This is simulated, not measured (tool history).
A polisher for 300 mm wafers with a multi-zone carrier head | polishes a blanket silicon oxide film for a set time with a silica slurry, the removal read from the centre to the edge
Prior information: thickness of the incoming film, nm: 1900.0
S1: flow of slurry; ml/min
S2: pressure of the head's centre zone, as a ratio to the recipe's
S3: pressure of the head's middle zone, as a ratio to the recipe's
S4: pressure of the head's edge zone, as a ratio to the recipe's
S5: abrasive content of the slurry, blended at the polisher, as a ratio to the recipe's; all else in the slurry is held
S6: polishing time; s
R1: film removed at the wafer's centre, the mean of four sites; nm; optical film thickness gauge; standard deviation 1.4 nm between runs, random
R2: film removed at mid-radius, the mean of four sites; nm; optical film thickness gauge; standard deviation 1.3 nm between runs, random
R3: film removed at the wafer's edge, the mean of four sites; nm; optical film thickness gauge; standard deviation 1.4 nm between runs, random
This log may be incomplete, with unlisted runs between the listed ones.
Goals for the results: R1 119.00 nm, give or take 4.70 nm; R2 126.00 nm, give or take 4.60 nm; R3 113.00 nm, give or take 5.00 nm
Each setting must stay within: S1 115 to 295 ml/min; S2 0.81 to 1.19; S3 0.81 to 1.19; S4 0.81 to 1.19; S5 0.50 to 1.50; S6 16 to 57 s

Run 1, hour 0.0: S1 190 ml/min, S2 1.00, S3 1.00, S4 1.00, S5 1.00, S6 36 s. Result: R1 146.32 nm, R2 151.90 nm, R3 158.68 nm.
Run 2, hour 7.5: S1 210 ml/min, S2 1.00, S3 1.00, S4 1.00, S5 1.00, S6 36 s. Result: R1 146.76 nm, R2 153.27 nm, R3 157.18 nm.
Run 3, hour 15.0: S1 175 ml/min, S2 1.00, S3 1.00, S4 1.00, S5 1.00, S6 36 s. Result: R1 144.24 nm, R2 147.05 nm, R3 153.80 nm.
Run 4, hour 19.4: S1 175 ml/min, S2 1.00, S3 1.00, S4 1.00, S5 0.85, S6 36 s. Result: R1 137.96 nm, R2 140.11 nm, R3 143.50 nm.
Run 5, hour 27.6: S1 175 ml/min, S2 1.00, S3 1.08, S4 1.00, S5 0.85, S6 36 s. Result: R1 139.33 nm, R2 151.46 nm, R3 146.63 nm.
Run 6, hour 29.6: S1 175 ml/min, S2 1.03, S3 1.08, S4 1.00, S5 0.85, S6 36 s. Result: R1 144.28 nm, R2 153.21 nm, R3 147.26 nm.
Run 7, hour 35.7: S1 175 ml/min, S2 1.03, S3 1.08, S4 1.00, S5 0.85, S6 36 s. Result: R1 142.78 nm, R2 149.15 nm, R3 149.21 nm.
Run 8, hour 43.2: S1 175 ml/min, S2 1.00, S3 1.04, S4 0.94, S5 0.75, S6 36 s. Result: R1 131.61 nm, R2 143.61 nm, R3 136.15 nm.
Run 9, hour 45.9: S1 170 ml/min, S2 1.01, S3 1.02, S4 0.90, S5 0.65, S6 36 s. Result: R1 129.27 nm, R2 134.98 nm, R3 127.85 nm.
Run 10, hour 49.0: S1 165 ml/min, S2 1.01, S3 1.02, S4 0.87, S5 0.60, S6 36 s. Result: R1 125.23 nm, R2 129.64 nm, R3 125.51 nm.
Run 11, hour 57.6: S1 165 ml/min, S2 1.01, S3 1.02, S4 0.87, S5 0.60, S6 36 s. Result: R1 127.70 nm, R2 129.21 nm, R3 125.39 nm.

Exercise: of the 5 proposed moves below, exactly one satisfies all targets within the stated allowed misses. Which move is it?
Run A, hour 66.2: S1 145 ml/min, S2 0.90, S3 0.86, S4 1.05, S5 0.75, S6 36 s. Result: R1 ?, R2 ?, R3 ?.
Run B, hour 66.2: S1 120 ml/min, S2 0.95, S3 0.83, S4 0.98, S5 0.90, S6 38 s. Result: R1 ?, R2 ?, R3 ?.
Run C, hour 66.2: S1 150 ml/min, S2 1.05, S3 1.10, S4 0.87, S5 0.50, S6 35 s. Result: R1 ?, R2 ?, R3 ?.
Run D, hour 66.2: S1 240 ml/min, S2 1.19, S3 1.13, S4 0.81, S5 0.50, S6 32 s. Result: R1 ?, R2 ?, R3 ?.
Run E, hour 66.2: S1 155 ml/min, S2 0.86, S3 1.02, S4 0.96, S5 0.50, S6 41 s. Result: R1 ?, R2 ?, R3 ?.

move      R1      R2      R3
   A  117.32  116.79  142.50
   B  134.37  123.41  151.00
   C  119.46  124.87  112.92
   D  131.32  122.98  103.90
   E  114.88  137.82  138.99
A: misses by more than the last run did
B: misses by more than the last run did
C: every result within its allowed miss
D: moves the result that the last run missed by most past its target, out the other side
E: misses by more than the last run did
C is the move that brings every result within its allowed miss.

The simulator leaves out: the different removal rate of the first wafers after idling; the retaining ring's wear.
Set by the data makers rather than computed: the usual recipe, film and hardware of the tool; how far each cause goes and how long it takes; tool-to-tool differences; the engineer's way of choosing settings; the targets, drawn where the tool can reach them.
